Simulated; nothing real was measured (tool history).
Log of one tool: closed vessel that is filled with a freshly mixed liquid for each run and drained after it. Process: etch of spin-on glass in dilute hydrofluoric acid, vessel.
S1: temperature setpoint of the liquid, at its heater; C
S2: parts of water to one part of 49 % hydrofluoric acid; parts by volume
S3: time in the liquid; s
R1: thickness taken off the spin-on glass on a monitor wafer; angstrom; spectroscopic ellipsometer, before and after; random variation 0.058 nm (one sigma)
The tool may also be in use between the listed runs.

run,hour,S1,S2,S3,R1
1,0,25,215,30,51.028
2,2.3,23.5,215,30,47.489
3,5.8,23.5,280,30,34.883
4,9.5,23.5,225,30,45.256
5,12.7,23.5,225,30,46.302
6,21,23.5,225,30,45.76
7,23.6,26,220,30,51.368

Run 8 comes next. What will it give?
8,27.6,28,220,30,?

Run 8 gave R1 54.813 angstrom.

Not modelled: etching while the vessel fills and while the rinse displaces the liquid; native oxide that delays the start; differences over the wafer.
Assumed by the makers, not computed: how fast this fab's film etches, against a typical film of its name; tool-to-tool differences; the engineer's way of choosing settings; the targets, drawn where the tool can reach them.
